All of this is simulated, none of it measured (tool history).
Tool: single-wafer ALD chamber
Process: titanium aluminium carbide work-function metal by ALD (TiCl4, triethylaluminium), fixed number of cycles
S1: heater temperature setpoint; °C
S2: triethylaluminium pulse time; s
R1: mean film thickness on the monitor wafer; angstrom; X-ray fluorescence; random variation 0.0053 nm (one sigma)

run 1 hour=0 | S1=280 S2=7.44 | R1=17.504
run 2 hour=3.4 | S1=278 S2=7.07 | R1=17.126
run 3 hour=4.8 | S1=272 S2=7.07 | R1=16.872
run 4 hour=8.4 | S1=272 S2=8.2 | R1=17.212
run 5 hour=11.8 | S1=279 S2=8.2 | R1=17.815
run 6 hour=12.8 | S1=276 S2=7.69 | R1=17.342
run 7 hour=20.7 | S1=274 S2=7.24 | R1=17.011
run 8 hour=24 | S1=272 S2=6.84 | R1=16.65
run 9 hour=30.1 | S1=272 S2=6.84 | R1=16.672

Run 10 comes next. What will it give?
run 10 hour=37.9 | S1=270 S2=6.54 | R1=?

Run 10 gave R1 16.434 angstrom.
